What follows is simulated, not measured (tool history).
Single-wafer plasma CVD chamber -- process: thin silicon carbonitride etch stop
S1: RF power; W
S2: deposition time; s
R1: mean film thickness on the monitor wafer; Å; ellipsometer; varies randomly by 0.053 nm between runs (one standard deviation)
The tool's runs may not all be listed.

| run | hour | S1 | S2 | R1 |
|---|---|---|---|---|
| 1 | 0.0 | 230 | 20.1 | 117.79 |
| 2 | 5.7 | 240 | 20.4 | 121.53 |
| 3 | 10.7 | 260 | 20.4 | 124.57 |
| 4 | 12.7 | 265 | 20.5 | 126.02 |
| 5 | 14.3 | 265 | 19.4 | 120.46 |
| 6 | 22.2 | 285 | 19.4 | 121.61 |
| 7 | 27.0 | 285 | 19.7 | 124.93 |

For run 8, what comes out?
| 8 | 33.3 | 290 | 19.9 | ? |

Run 8 yielded R1 125.78 Å.

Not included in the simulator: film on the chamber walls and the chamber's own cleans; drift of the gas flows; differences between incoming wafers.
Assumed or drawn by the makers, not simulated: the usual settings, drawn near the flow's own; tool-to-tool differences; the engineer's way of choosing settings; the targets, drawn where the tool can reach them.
